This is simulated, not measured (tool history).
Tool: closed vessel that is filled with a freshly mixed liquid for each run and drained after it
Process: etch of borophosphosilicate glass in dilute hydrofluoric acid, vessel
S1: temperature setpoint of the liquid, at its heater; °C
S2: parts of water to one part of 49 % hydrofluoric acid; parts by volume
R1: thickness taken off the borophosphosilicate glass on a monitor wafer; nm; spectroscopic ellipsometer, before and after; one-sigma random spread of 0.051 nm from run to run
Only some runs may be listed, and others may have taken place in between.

run 1 hour=0 | S1=22 S2=235 time_in_the_liquid_(s)=55 | R1=9.0498
run 2 hour=4.2 | S1=20.5 S2=235 time_in_the_liquid_(s)=55 | R1=8.4916
run 3 hour=12.2 | S1=23.5 S2=215 time_in_the_liquid_(s)=55 | R1=10.647
run 4 hour=16.2 | S1=27 S2=215 time_in_the_liquid_(s)=55 | R1=12.073
run 5 hour=17.4 | S1=28 S2=200 time_in_the_liquid_(s)=55 | R1=13.678
run 6 hour=18.9 | S1=28 S2=200 time_in_the_liquid_(s)=55 | R1=13.666

The next listed run, before its measurement:
run 7 hour=23.8 | S1=28.5 S2=195 time_in_the_liquid_(s)=55 | R1=?

Run 7 yielded R1 14.342 nm.
